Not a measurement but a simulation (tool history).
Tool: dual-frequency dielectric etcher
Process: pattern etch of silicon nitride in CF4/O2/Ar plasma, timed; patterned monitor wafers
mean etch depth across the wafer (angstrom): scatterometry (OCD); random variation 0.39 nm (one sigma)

run  hour  source power (W)  bias power (W)  Ar flow (sccm)  CF4 flow (sccm)  etch time (s)  mean etch depth across the wafer (angstrom)
  1   0.0               490              51             110              135             88                                       1879.0
  2   7.7               540              51             110              135             88                                       2072.6
  3  11.6               540              56             110              135             88                                       2136.8
  4  16.5               540              56              95              135             88                                       2182.6
  5  19.0               460              48              98              134             88                                       1750.4
  6  27.6               420              48              98              134             88                                       1575.0
  7  33.1               380              47              99              134             88                                       1402.6
  8  36.1               360              47              99              134             88                                       1319.5
  9  39.8               350              47              99              134             88                                       1278.8
 10  43.5               340              47              99              134             88                                       1236.2
 11  44.0               330              47              99              134             88                                       1199.9
 12  48.6               330              47              99              134             88                                       1194.2
 13  52.8               320              47              99              134             88                                       1151.4

What will run 14 give?
 14  54.4               330              47              99              134             88                                            ?

Run 14 measured mean etch depth across the wafer (angstrom) 1192.6.
